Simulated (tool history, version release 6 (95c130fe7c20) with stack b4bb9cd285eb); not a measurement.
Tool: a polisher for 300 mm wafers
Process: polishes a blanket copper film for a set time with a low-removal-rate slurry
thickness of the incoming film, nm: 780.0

run,hour,flow of slurry (ml/min),pressure of the wafer on the pad (psi),speed of the pad under the wafer (cm/s),abrasive content of the slurry,polishing time (s),film removed (nm)
1,0,310,3.4,126,1,41,172.83
2,8.2,310,4.2,126,1,41,213.88
3,10.1,310,4.2,126,1.1,41,218.28
4,13.7,310,3.5,124,1.1,41,180.94
5,19.4,310,2.9,122,1.1,41,149.79
6,24.1,310,2.5,120,1.1,41,129.86
7,27,310,2.3,120,1.1,41,119.13

The next listed run, before its measurement:
8,29.6,310,2.2,120,1.1,41,?

film removed (nm): 114.1
